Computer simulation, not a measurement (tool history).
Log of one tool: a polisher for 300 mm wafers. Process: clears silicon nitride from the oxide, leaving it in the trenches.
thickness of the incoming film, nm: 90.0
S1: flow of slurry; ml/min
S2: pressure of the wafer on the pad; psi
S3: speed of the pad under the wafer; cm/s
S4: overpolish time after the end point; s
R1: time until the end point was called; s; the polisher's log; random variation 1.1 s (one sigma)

run,day,S1,S2,S3,S4,R1
1,0,285,3.4,94,44,81.879
2,0.058,285,3.4,86,44,84.627
3,0.112,285,3.3,86,44,88.571
4,0.275,285,3.2,86,44,91.979
5,0.325,285,3.9,86,44,76.387
6,0.612,240,3.9,86,44,77.232

Run 7 comes next. What will it give?
7,0.875,240,3.7,86,44,?

{"run 7": {"R1": 80.646}}
